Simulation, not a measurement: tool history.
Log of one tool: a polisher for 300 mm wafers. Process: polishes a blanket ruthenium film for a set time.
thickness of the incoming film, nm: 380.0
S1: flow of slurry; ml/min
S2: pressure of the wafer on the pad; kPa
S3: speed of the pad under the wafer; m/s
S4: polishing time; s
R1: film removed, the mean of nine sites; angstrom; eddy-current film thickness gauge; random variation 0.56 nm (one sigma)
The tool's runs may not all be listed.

run	hour	S1	S2	S3	S4	R1
1	0.0	280	16.5	1.26	34	617.87
2	6.9	345	16.5	1.26	34	630.50
3	12.7	345	17.9	1.26	34	696.17
4	14.7	345	17.9	1.26	31	637.73
5	20.7	350	19.3	1.26	31	678.83
6	25.4	350	19.3	1.26	34	743.01
7	32.4	355	20.0	1.26	34	771.96

The next listed run, before its measurement:
8	39.4	360	20.7	1.26	34	?

Run 8 gave R1 804.46 angstrom.

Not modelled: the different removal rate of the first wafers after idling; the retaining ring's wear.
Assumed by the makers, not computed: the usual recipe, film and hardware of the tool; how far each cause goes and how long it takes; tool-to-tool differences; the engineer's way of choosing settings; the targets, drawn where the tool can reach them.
